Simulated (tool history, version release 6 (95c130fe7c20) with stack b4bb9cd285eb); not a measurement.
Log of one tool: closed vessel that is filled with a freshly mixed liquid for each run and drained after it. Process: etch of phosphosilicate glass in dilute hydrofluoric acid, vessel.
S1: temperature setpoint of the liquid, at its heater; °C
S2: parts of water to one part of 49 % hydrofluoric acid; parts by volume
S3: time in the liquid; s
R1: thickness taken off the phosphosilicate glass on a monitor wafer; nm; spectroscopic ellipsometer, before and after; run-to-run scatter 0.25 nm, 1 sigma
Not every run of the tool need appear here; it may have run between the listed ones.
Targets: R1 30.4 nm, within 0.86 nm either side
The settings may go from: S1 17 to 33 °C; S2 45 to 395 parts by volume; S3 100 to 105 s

run 1 hour=0 | S1=25 S2=220 S3=100 | R1=35.668
run 2 hour=4.4 | S1=25 S2=220 S3=105 | R1=38.069
run 3 hour=10.8 | S1=23 S2=220 S3=105 | R1=34.477
run 4 hour=13.2 | S1=22.5 S2=220 S3=105 | R1=33.985
run 5 hour=17.8 | S1=22.5 S2=180 S3=105 | R1=43.223
run 6 hour=23 | S1=19 S2=180 S3=105 | R1=37.81
run 7 hour=25.2 | S1=18.5 S2=190 S3=105 | R1=35.521
run 8 hour=28.6 | S1=18 S2=195 S3=105 | R1=33.092
run 9 hour=32.4 | S1=17.5 S2=195 S3=105 | R1=32.691
run 10 hour=40.4 | S1=17.5 S2=200 S3=105 | R1=31.445
run 11 hour=42.6 | S1=17.5 S2=200 S3=105 | R1=31.301

Next run, 5 choices. One meets every target within its allowed miss, the rest don't. Which?
run A hour=44.8 | S1=18 S2=200 S3=100 | R1=?
run B hour=44.8 | S1=17 S2=190 S3=105 | R1=?
run C hour=44.8 | S1=18 S2=190 S3=100 | R1=?
run D hour=44.8 | S1=17 S2=185 S3=100 | R1=?
run E hour=44.8 | S1=17 S2=205 S3=100 | R1=?

move=A R1=30.719
move=B R1=32.933
move=C R1=32.642
move=D R1=32.363
move=E R1=28.673
A: in spec on every target
B: its largest miss is bigger than the last run's
C: its largest miss is bigger than the last run's
D: its largest miss is bigger than the last run's
E: the result that was furthest off in the last run now lies on the other side of its target
The move that meets every target is A.
